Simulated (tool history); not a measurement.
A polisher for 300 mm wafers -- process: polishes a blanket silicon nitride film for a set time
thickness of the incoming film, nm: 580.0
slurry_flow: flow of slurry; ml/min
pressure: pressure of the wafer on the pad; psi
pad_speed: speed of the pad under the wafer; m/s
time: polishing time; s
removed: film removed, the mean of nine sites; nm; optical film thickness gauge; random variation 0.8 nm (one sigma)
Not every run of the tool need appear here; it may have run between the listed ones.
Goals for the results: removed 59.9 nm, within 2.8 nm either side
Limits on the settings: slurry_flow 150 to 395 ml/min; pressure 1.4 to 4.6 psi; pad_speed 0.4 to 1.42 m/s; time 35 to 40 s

run	hour	slurry_flow	pressure	pad_speed	time	removed
1	0	250	3	0.9	40	44.184
2	8	250	3.2	0.9	40	45.739
3	12.4	250	3.2	0.9	40	46.726
4	15.8	250	3.4	0.9	40	48.886
5	24.2	285	3.4	0.9	40	50.143
6	25.5	285	3.4	0.8	40	47.738
7	31.6	290	3.5	0.8	40	47.343
8	37.3	290	3.7	0.8	40	49.952
9	46.2	290	3.8	0.8	40	52.772

Below are 5 possible settings for the next run. Only one of them brings all results inside the allowed miss of their targets. Which is it?
A	55.1	260	4.3	0.96	40	?
B	55.1	315	4.1	1	36	?
C	55.1	250	3.6	0.88	36	?
D	55.1	280	4.6	0.86	40	?
E	55.1	295	4.3	0.9	40	?

move	removed
A	65.571
B	59.756
C	46.353
D	65.471
E	63.847
A: the result that was furthest off in the last run now lies on the other side of its target
B: all results in spec
C: further off than the last run
D: the result that was furthest off in the last run now lies on the other side of its target
E: the result that was furthest off in the last run now lies on the other side of its target
Correct choice: B, which meets every target

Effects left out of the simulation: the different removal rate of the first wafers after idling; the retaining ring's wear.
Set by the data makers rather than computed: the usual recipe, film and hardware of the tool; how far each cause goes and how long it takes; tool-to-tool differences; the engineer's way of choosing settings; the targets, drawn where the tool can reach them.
